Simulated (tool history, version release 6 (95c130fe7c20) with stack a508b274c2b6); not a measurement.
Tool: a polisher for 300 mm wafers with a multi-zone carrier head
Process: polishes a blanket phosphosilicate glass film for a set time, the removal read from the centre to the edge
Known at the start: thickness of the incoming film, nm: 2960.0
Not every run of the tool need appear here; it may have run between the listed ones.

run    day  flow of slurry (ml/min)  pressure of the head's centre zone  pressure of the head's middle zone  pressure of the head's edge zone  abrasive content of the slurry  polishing time (s)  film removed at the wafer's centre (angstrom)  film removed at mid-radius (angstrom)  film removed at the wafer's edge (angstrom)
  1  0.000                      215                                1.00                                1.00                              1.00                            1.00                  70                                         6781.8                                 6946.2                                       7032.6
  2  0.208                      215                                1.00                                1.00                              1.09                            1.00                  70                                         6962.3                                 6851.4                                       7423.5
  3  0.462                      215                                0.93                                1.00                              1.09                            1.00                  70                                         6479.5                                 6725.1                                       7285.8
  4  0.679                      220                                0.96                                0.99                              1.06                            0.95                  68                                         6342.3                                 6486.9                                       6941.8
  5  0.817                      220                                0.96                                0.99                              1.01                            0.95                  68                                         6418.3                                 6472.0                                       6739.4
  6  1.104                      220                                0.97                                0.99                              0.99                            0.90                  67                                         6152.0                                 6304.4                                       6431.2
  7  1.408                      225                                0.99                                0.98                              0.97                            0.85                  66                                         6046.8                                 6141.0                                       6083.5
  8  1.558                      210                                1.06                                0.88                              0.87                            0.60                  64                                         5505.0                                 4663.4                                       4965.4
  9  1.688                      210                                1.06                                0.89                              0.86                            0.60                  64                                         5594.7                                 4907.7                                       4943.6
 10  1.912                      205                                1.06                                0.89                              0.85                            0.60                  64                                         5562.9                                 4808.7                                       4918.4
 11  2.133                      205                                1.06                                0.89                              0.84                            0.60                  64                                         5544.0                                 4753.1                                       4854.9
 12  2.154                      200                                1.06                                0.90                              0.84                            0.60                  64                                         5510.5                                 4756.3                                       4904.8
 13  2.462                      200                                1.06                                0.90                              0.84                            0.60                  64                                         5449.2                                 4746.4                                       4902.4
 14  2.550                      205                                1.06                                0.91                              0.84                            0.60                  64                                         5530.8                                 4683.7                                       4983.4
 15  2.792                      200                                1.06                                0.90                              0.84                            0.60                  64                                         5631.0                                 4748.0                                       4794.9
 16  3.142                      200                                1.06                                0.90                              0.84                            0.60                  64                                         5520.9                                 4795.9                                       4901.5

Predict the results of run 17:
 17  3.446                      200                                1.06                                0.91                              0.84                            0.60                  64                                              ?                                      ?                                            ?

For run 17 the tool returned film removed at the wafer's centre (angstrom) 5521.9, film removed at mid-radius (angstrom) 4841.3, film removed at the wafer's edge (angstrom) 4915.7.

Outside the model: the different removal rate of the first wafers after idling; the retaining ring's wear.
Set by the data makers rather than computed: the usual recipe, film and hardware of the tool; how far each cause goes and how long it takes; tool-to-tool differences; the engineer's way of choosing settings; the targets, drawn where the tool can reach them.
